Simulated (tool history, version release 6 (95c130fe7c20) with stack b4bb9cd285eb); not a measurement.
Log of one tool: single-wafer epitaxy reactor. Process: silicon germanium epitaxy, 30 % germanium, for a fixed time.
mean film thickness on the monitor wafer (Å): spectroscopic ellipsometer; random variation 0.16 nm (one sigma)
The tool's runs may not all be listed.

run,day,wafer temperature setpoint (pyrometer-controlled) (K),chamber pressure (Torr),mean film thickness on the monitor wafer (Å)
1,0.000,848.15,23.4,364.67
2,0.058,840.15,23.4,306.80
3,0.217,839.15,23.4,298.74
4,0.358,831.15,23.4,251.23
5,0.621,831.15,20.0,231.34
6,0.738,826.15,20.0,207.20
7,0.967,829.15,20.0,222.53

Forecast run 8:
# day 1.296: pyrometer calibrated
8,1.296,831.15,20.0,?

Run 8 gave mean film thickness on the monitor wafer (Å) 245.08.
